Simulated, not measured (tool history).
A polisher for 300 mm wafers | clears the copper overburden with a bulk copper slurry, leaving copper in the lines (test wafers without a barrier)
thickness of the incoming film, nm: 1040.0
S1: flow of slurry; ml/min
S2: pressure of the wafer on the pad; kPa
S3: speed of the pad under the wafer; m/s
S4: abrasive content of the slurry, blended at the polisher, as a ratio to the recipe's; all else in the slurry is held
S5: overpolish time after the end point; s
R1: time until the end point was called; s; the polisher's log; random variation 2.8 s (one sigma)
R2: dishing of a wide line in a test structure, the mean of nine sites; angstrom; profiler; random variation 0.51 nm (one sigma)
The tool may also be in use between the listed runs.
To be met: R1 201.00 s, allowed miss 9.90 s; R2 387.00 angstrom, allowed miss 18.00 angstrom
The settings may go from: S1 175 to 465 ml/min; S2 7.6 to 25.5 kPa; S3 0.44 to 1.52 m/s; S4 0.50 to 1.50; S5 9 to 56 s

run 1 hour=0.0 | S1=295 S2=16.5 S3=0.98 S4=1.00 S5=29 | R1=137.86 R2=962.23
run 2 hour=7.1 | S1=295 S2=13.8 S3=1.00 S4=1.00 S5=23 | R1=160.65 R2=721.73
run 3 hour=14.4 | S1=295 S2=13.8 S3=0.92 S4=1.00 S5=23 | R1=177.10 R2=656.34
run 4 hour=15.2 | S1=295 S2=13.8 S3=0.92 S4=1.00 S5=17 | R1=176.62 R2=540.21
run 5 hour=18.1 | S1=300 S2=13.1 S3=0.92 S4=1.00 S5=15 | R1=180.42 R2=456.50
run 6 hour=21.2 | S1=310 S2=12.4 S3=0.92 S4=1.00 S5=15 | R1=195.02 R2=441.26
run 7 hour=28.4 | S1=325 S2=12.4 S3=0.92 S4=1.00 S5=14 | R1=189.40 R2=420.60
run 8 hour=35.1 | S1=335 S2=12.4 S3=0.92 S4=1.00 S5=14 | R1=191.67 R2=415.22
run 9 hour=36.1 | S1=345 S2=12.4 S3=0.92 S4=1.00 S5=14 | R1=193.22 R2=421.30
run 10 hour=43.8 | S1=345 S2=11.7 S3=0.92 S4=1.00 S5=11 | R1=203.57 R2=328.85
run 11 hour=48.7 | S1=325 S2=11.7 S3=0.92 S4=1.00 S5=11 | R1=200.50 R2=330.06
run 12 hour=54.7 | S1=325 S2=11.7 S3=0.90 S4=1.00 S5=12 | R1=208.06 R2=347.43
run 13 hour=56.3 | S1=320 S2=11.7 S3=0.90 S4=1.00 S5=12 | R1=198.92 R2=344.63

5 next moves are on the table. One of them brings every result within its allowed miss. Which?
run A hour=57.9 | S1=330 S2=12.4 S3=0.84 S4=0.85 S5=16 | R1=? R2=?
run B hour=57.9 | S1=355 S2=11.7 S3=1.14 S4=0.75 S5=11 | R1=? R2=?
run C hour=57.9 | S1=330 S2=11.0 S3=1.00 S4=0.95 S5=11 | R1=? R2=?
run D hour=57.9 | S1=310 S2=11.0 S3=1.16 S4=0.85 S5=12 | R1=? R2=?
run E hour=57.9 | S1=295 S2=11.0 S3=1.00 S4=1.00 S5=13 | R1=? R2=?

move=A R1=213.21 R2=418.82
move=B R1=172.94 R2=363.12
move=C R1=195.10 R2=326.24
move=D R1=175.50 R2=384.11
move=E R1=194.23 R2=377.33
A: takes the result that was furthest off past its target
B: further off than the last run
C: further off than the last run
D: brings the result that was furthest off to its target, and leaves another outside
E: meets every target
Answer: E
